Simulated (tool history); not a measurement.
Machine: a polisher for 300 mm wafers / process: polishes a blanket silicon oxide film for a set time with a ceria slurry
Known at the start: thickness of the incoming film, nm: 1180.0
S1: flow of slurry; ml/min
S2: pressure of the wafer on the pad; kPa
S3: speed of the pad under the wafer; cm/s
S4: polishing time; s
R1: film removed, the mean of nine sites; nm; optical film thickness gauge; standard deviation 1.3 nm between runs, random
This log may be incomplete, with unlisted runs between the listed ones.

run,day,S1,S2,S3,S4,R1
1,0,230,24.1,88,52,209.38
2,0.292,195,24.1,88,52,206.05
3,0.558,195,22.1,88,52,190.67
4,0.867,195,20.7,88,52,179.86
5,0.967,195,20,88,52,173.82
6,1.192,195,24.8,88,52,212.97

Forecast run 7:
7,1.221,195,22.8,88,52,?

For run 7 the tool returned R1 194.87 nm.
